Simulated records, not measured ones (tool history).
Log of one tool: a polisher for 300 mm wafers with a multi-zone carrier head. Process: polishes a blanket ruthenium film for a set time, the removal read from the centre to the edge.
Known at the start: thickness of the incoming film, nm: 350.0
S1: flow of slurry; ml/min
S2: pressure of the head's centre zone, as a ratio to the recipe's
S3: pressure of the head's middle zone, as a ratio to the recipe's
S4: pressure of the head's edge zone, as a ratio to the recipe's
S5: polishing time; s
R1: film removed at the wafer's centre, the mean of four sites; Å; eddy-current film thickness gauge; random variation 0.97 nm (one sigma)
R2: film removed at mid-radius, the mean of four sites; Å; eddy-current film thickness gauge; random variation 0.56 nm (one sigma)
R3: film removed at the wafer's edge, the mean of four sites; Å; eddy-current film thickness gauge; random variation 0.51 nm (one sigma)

Run 1, hour 0: S1 190 ml/min, S2 1, S3 1, S4 1, S5 48 s. Result: R1 673.99 Å, R2 697.48 Å, R3 707.32 Å.
Run 2, hour 6.4: S1 190 ml/min, S2 1, S3 0.93, S4 1, S5 48 s. Result: R1 682.99 Å, R2 648.6 Å, R3 718.42 Å.
Run 3, hour 7.3: S1 190 ml/min, S2 1, S3 0.86, S4 1, S5 48 s. Result: R1 691.82 Å, R2 612.47 Å, R3 708.72 Å.
Run 4, hour 10.2: S1 200 ml/min, S2 1.03, S3 0.91, S4 0.99, S5 48 s. Result: R1 722.85 Å, R2 643.52 Å, R3 699.87 Å.
Run 5, hour 17.5: S1 200 ml/min, S2 1.03, S3 0.91, S4 0.99, S5 53 s. Result: R1 792.03 Å, R2 706.08 Å, R3 783.6 Å.
At hour 19.2: slurry nozzle cleaned.
Run 6, hour 19.2: S1 210 ml/min, S2 1.04, S3 0.94, S4 0.97, S5 53 s. Result: R1 830.41 Å, R2 746.73 Å, R3 794.92 Å.
Run 7, hour 20.7: S1 260 ml/min, S2 1.01, S3 1.04, S4 0.87, S5 48 s. Result: R1 727.69 Å, R2 755.65 Å, R3 691.57 Å.

Forecast run 8:
Run 8, hour 23.1: S1 265 ml/min, S2 1.03, S3 1.06, S4 0.88, S5 48 s. Result: R1 ?, R2 ?, R3 ?.

R1: 748.39 Å
R2: 768.17 Å
R3: 691.79 Å

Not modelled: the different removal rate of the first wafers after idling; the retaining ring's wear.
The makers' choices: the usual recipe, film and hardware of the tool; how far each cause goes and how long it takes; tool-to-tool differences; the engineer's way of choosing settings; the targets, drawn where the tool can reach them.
